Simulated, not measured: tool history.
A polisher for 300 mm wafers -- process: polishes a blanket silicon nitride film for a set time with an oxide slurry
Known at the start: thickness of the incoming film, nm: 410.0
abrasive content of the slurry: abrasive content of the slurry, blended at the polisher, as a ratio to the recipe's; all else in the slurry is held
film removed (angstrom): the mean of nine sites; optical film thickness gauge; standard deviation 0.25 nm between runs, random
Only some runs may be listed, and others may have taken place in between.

run,hour,flow of slurry (ml/min),pressure of the wafer on the pad (psi),speed of the pad under the wafer (cm/s),abrasive content of the slurry,polishing time (s),film removed (angstrom)
1,0.0,310,2.7,128,1.0,73,470.87
2,2.8,310,2.5,128,1.0,73,438.01
3,4.4,305,2.5,128,1.0,73,428.98
4,12.1,305,2.5,140,1.0,73,459.04
5,20.8,335,2.5,140,1.0,73,466.88
6,28.6,335,2.5,166,1.0,73,526.92
7,37.1,330,2.3,166,1.0,73,488.51
8,40.6,325,2.2,166,1.0,73,466.79
9,43.4,315,2.1,166,1.0,73,443.63
10,46.1,300,2.1,166,1.0,73,445.40
11,52.1,295,2.0,166,1.0,73,422.54
12,59.6,285,2.0,166,1.0,73,423.22
13,62.8,280,2.0,166,1.0,73,418.56
14,67.4,270,2.0,166,1.0,73,420.53
15,71.6,265,2.0,166,1.0,73,415.65
16,76.9,260,2.0,166,1.0,73,417.30

Run 17, settings as shown, results not yet in. Your forecast:
17,84.7,255,2.0,166,1.0,73,?

{"run 17": {"film removed (angstrom)": 416.55}}
